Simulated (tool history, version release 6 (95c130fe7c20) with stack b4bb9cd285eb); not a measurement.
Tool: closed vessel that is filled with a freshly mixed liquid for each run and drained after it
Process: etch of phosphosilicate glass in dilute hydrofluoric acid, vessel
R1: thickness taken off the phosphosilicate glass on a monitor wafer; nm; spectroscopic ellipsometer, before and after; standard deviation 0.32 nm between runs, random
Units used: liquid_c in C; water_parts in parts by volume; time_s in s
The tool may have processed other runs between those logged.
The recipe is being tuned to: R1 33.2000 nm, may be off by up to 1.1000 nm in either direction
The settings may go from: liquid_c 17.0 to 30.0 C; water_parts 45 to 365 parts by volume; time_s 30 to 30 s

Run 1, hour 0.0: liquid_c 22.0 C, water_parts 205 parts by volume, time_s 30 s. Result: R1 12.1450 nm.
Run 2, hour 1.1: liquid_c 23.5 C, water_parts 180 parts by volume, time_s 30 s. Result: R1 15.0570 nm.
Run 3, hour 8.9: liquid_c 23.5 C, water_parts 205 parts by volume, time_s 30 s. Result: R1 12.9620 nm.
Run 4, hour 11.7: liquid_c 23.5 C, water_parts 265 parts by volume, time_s 30 s. Result: R1 9.1234 nm.
Run 5, hour 16.5: liquid_c 25.0 C, water_parts 225 parts by volume, time_s 30 s. Result: R1 12.0260 nm.
Run 6, hour 21.9: liquid_c 27.5 C, water_parts 225 parts by volume, time_s 30 s. Result: R1 13.1950 nm.
Run 7, hour 26.0: liquid_c 28.0 C, water_parts 195 parts by volume, time_s 30 s. Result: R1 16.0530 nm.
Run 8, hour 28.9: liquid_c 28.5 C, water_parts 170 parts by volume, time_s 30 s. Result: R1 19.3440 nm.
Run 9, hour 33.2: liquid_c 29.0 C, water_parts 155 parts by volume, time_s 30 s. Result: R1 22.0560 nm.
Run 10, hour 36.7: liquid_c 30.0 C, water_parts 85 parts by volume, time_s 30 s. Result: R1 45.6580 nm.

Exactly one of the 4 candidate moves below puts every result within its allowed miss. Which one?
Run A, hour 40.2: liquid_c 29.5 C, water_parts 110 parts by volume, time_s 30 s. Result: R1 ?.
Run B, hour 40.2: liquid_c 26.5 C, water_parts 90 parts by volume, time_s 30 s. Result: R1 ?.
Run C, hour 40.2: liquid_c 23.5 C, water_parts 75 parts by volume, time_s 30 s. Result: R1 ?.
Run D, hour 40.2: liquid_c 30.0 C, water_parts 60 parts by volume, time_s 30 s. Result: R1 ?.

move       R1
   A  33.5240
   B  37.5380
   C  40.7600
   D  67.3250
A: each result inside its tolerance
B: gains on the last run, yet a result remains outside its allowed miss
C: gains on the last run, yet a result remains outside its allowed miss
D: moves away from the targets compared with the last run
So the answer is move A, the one that meets all the targets.

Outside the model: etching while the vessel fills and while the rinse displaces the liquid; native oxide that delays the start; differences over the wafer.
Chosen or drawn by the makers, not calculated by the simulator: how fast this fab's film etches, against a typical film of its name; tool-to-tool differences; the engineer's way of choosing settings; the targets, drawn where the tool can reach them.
